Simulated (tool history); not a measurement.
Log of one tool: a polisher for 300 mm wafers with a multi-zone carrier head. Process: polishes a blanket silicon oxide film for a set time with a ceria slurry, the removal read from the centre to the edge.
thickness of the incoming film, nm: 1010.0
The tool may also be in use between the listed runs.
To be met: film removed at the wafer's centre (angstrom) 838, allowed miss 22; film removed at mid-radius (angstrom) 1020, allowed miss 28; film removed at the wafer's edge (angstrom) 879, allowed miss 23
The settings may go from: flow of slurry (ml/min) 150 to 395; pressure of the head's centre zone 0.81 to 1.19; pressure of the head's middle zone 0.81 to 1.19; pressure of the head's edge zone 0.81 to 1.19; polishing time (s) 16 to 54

run    day  flow of slurry (ml/min)  pressure of the head's centre zone  pressure of the head's middle zone  pressure of the head's edge zone  polishing time (s)  film removed at the wafer's centre (angstrom)  film removed at mid-radius (angstrom)  film removed at the wafer's edge (angstrom)
  1      0                      250                                   1                                   1                                 1                  35                                         1635.7                                 1678.4                                       1597.7
  2  0.338                      245                                0.98                                   1                              0.97                  32                                         1480.1                                   1539                                       1461.8
  3  0.642                      245                                0.98                                1.04                              0.97                  32                                         1479.3                                 1560.2                                       1464.1
  4  0.821                      235                                0.96                                1.06                              0.94                  29                                         1289.4                                 1455.1                                       1304.7
  5  1.133                      230                                0.95                                1.06                              0.92                  27                                         1191.8                                 1350.3                                       1196.2
  6  1.354                      225                                0.94                                1.05                               0.9                  26                                         1147.3                                 1283.9                                       1138.1
  7  1.717                      215                                0.92                                1.05                              0.89                  25                                         1061.3                                 1233.6                                       1080.7
  8  1.796                      210                                0.91                                1.04                              0.88                  24                                         1007.8                                   1179                                       1022.3
  9  2.079                      170                                0.82                                0.97                              0.81                  21                                         761.15                                 951.06                                       852.01
 10  2.171                      185                                0.83                                0.98                              0.81                  21                                         786.06                                  957.4                                       852.72
 11  2.446                      195                                0.83                                0.99                              0.81                  21                                         790.55                                 974.57                                       865.79
 12  2.633                      200                                0.84                                   1                              0.81                  21                                            804                                 992.24                                       871.18
 13  2.779                      205                                0.84                                   1                              0.81                  21                                         808.04                                 991.04                                       868.56
 14    3.1                      210                                0.84                                   1                              0.81                  21                                         817.34                                 981.26                                        871.8
 15  3.192                      210                                0.84                                1.01                              0.81                  21                                         808.83                                 994.29                                       862.61

Which of these 5 next moves meets every target?
  A  3.283                      175                                0.82                                0.99                              0.82                  21                                              ?                                      ?                                            ?
  B  3.283                      215                                0.87                                1.01                              0.87                  20                                              ?                                      ?                                            ?
  C  3.283                      200                                0.86                                1.13                              0.81                  20                                              ?                                      ?                                            ?
  D  3.283                      250                                0.85                                1.02                              0.81                  21                                              ?                                      ?                                            ?
  E  3.283                      235                                 0.9                                0.99                              0.81                  20                                              ?                                      ?                                            ?

move  film removed at the wafer's centre (angstrom)  film removed at mid-radius (angstrom)  film removed at the wafer's edge (angstrom)
   A                                         775.59                                 963.99                                       855.37
   B                                         801.16                                 951.53                                       848.26
   C                                         786.75                                 1040.4                                       816.42
   D                                         833.88                                 1021.1                                       871.42
   E                                         836.19                                 942.94                                       826.92
A: further off than the last run
B: further off than the last run
C: further off than the last run
D: meets every target
E: brings the result that was furthest off to its target, and leaves another outside
The right move is D.
